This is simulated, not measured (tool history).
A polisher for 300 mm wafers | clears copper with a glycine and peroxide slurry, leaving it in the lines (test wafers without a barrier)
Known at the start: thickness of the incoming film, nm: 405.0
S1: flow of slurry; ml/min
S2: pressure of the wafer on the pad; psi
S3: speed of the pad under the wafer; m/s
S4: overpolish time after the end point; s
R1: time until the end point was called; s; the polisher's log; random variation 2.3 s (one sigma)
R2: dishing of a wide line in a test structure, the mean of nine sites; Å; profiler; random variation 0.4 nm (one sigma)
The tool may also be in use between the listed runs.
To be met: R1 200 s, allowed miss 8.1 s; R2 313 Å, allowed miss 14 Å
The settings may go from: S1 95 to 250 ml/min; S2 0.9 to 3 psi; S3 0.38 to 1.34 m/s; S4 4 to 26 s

{"run": 1, "hour": 0.0, "S1": 160, "S2": 1.9, "S3": 0.86, "S4": 13, "R1": 130.34, "R2": 263.76}
{"run": 2, "hour": 8.4, "S1": 160, "S2": 1.9, "S3": 0.86, "S4": 9, "R1": 129.97, "R2": 196.79}
{"run": 3, "hour": 9.5, "S1": 160, "S2": 1.7, "S3": 0.86, "S4": 9, "R1": 141.64, "R2": 183.21}
{"run": 4, "hour": 13.3, "S1": 160, "S2": 1.7, "S3": 0.86, "S4": 13, "R1": 144.04, "R2": 255.7}
{"run": 5, "hour": 21.9, "S1": 155, "S2": 1.5, "S3": 0.86, "S4": 14, "R1": 156.29, "R2": 245}
{"hour": 26.2, "done": "slurry nozzle cleaned"}
{"run": 6, "hour": 26.2, "S1": 190, "S2": 1.5, "S3": 0.86, "S4": 14, "R1": 144.18, "R2": 264.93}
{"run": 7, "hour": 31.5, "S1": 175, "S2": 1.4, "S3": 0.86, "S4": 15, "R1": 150.5, "R2": 269.42}
{"run": 8, "hour": 40.5, "S1": 160, "S2": 0.9, "S3": 0.72, "S4": 21, "R1": 216.18, "R2": 268.33}

Which of these 5 next moves meets every target?
{"run": "A", "hour": 49.5, "S1": 175, "S2": 1.1, "S3": 0.88, "S4": 15, "R1": "?", "R2": "?"}
{"run": "B", "hour": 49.5, "S1": 160, "S2": 0.9, "S3": 0.9, "S4": 26, "R1": "?", "R2": "?"}
{"run": "C", "hour": 49.5, "S1": 185, "S2": 1.4, "S3": 0.52, "S4": 15, "R1": "?", "R2": "?"}
{"run": "D", "hour": 49.5, "S1": 180, "S2": 1.1, "S3": 0.7, "S4": 23, "R1": "?", "R2": "?"}
{"run": "E", "hour": 49.5, "S1": 210, "S2": 1.2, "S3": 0.64, "S4": 14, "R1": "?", "R2": "?"}

move=A R1=178.88 R2=240.66
move=B R1=201.86 R2=342.97
move=C R1=206.37 R2=216.64
move=D R1=202.78 R2=313.67
move=E R1=198.39 R2=209.93
A: further off than the last run
B: takes the result that was furthest off past its target
C: further off than the last run
D: meets every target
E: further off than the last run
Move D is the one to make.

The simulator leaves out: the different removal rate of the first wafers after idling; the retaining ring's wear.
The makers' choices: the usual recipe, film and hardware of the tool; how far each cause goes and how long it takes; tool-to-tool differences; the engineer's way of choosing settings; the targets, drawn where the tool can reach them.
